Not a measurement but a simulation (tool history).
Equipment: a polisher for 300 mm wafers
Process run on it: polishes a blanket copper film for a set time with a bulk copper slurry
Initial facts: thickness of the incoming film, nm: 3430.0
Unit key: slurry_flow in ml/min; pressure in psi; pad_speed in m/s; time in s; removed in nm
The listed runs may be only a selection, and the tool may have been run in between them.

run 1 hour=0 | slurry_flow=235 pressure=2.4 pad_speed=1 slurry_solids=1 time=61 | removed=410.64
run 2 hour=4.6 | slurry_flow=235 pressure=2.4 pad_speed=1 slurry_solids=1 time=61 | removed=410.52
run 3 hour=10.3 | slurry_flow=235 pressure=2.4 pad_speed=1 slurry_solids=1 time=61 | removed=407.5
run 4 hour=11.3 | slurry_flow=235 pressure=2.4 pad_speed=1 slurry_solids=1 time=61 | removed=410.24
run 5 hour=13.1 | slurry_flow=270 pressure=2.4 pad_speed=1 slurry_solids=1 time=61 | removed=415.15
run 6 hour=18.4 | slurry_flow=270 pressure=2.4 pad_speed=1 slurry_solids=0.85 time=61 | removed=390.72
run 7 hour=24.4 | slurry_flow=270 pressure=2.2 pad_speed=1 slurry_solids=0.85 time=61 | removed=361.52
run 8 hour=27.8 | slurry_flow=270 pressure=2 pad_speed=1 slurry_solids=0.85 time=61 | removed=330.83
run 9 hour=28.4 | slurry_flow=270 pressure=1.9 pad_speed=1 slurry_solids=0.85 time=61 | removed=316.56
run 10 hour=32.6 | slurry_flow=270 pressure=1.8 pad_speed=1 slurry_solids=0.85 time=61 | removed=302.62
run 11 hour=37.8 | slurry_flow=260 pressure=1.2 pad_speed=1 slurry_solids=0.85 time=61 | removed=213.42

Predict the results of run 12:
run 12 hour=40.7 | slurry_flow=265 pressure=1.2 pad_speed=1 slurry_solids=0.85 time=61 | removed=?

{"run 12": {"removed": 212.5}}
